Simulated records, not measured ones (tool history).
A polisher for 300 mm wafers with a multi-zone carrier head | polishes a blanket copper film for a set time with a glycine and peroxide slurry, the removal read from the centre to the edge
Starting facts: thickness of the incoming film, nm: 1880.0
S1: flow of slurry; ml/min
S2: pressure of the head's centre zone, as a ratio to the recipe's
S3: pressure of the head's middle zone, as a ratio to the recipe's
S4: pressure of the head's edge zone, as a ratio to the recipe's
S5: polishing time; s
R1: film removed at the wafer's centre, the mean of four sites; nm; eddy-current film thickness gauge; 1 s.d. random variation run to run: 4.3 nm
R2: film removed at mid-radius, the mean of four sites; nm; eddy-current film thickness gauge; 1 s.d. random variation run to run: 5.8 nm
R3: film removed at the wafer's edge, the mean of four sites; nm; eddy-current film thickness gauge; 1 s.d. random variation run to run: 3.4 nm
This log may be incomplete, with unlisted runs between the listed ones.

{"run": 1, "day": 0.0, "S1": 170, "S2": 1, "S3": 1, "S4": 1, "S5": 54, "R1": 310.06, "R2": 304.3, "R3": 315.94}
{"run": 2, "day": 0.312, "S1": 170, "S2": 0.95, "S3": 1, "S4": 1, "S5": 54, "R1": 301.06, "R2": 302.85, "R3": 313.76}
{"run": 3, "day": 0.4, "S1": 170, "S2": 0.89, "S3": 1, "S4": 1, "S5": 54, "R1": 277.96, "R2": 311.71, "R3": 316.09}
{"run": 4, "day": 0.612, "S1": 185, "S2": 0.91, "S3": 1.03, "S4": 1.03, "S5": 56, "R1": 303.27, "R2": 341.71, "R3": 334.44}
{"run": 5, "day": 0.733, "S1": 185, "S2": 0.91, "S3": 1.03, "S4": 1.1, "S5": 56, "R1": 305.75, "R2": 340.22, "R3": 343.2}
{"run": 6, "day": 1.083, "S1": 195, "S2": 0.92, "S3": 1.04, "S4": 1.11, "S5": 57, "R1": 319.44, "R2": 346.83, "R3": 354.56}

Estimate the outcome of run 7 from the log above:
{"run": 7, "day": 1.375, "S1": 205, "S2": 0.92, "S3": 1.06, "S4": 1.12, "S5": 58, "R1": "?", "R2": "?", "R3": "?"}

{"run 7": {"R1": 322.34, "R2": 360.4, "R3": 362.03}}
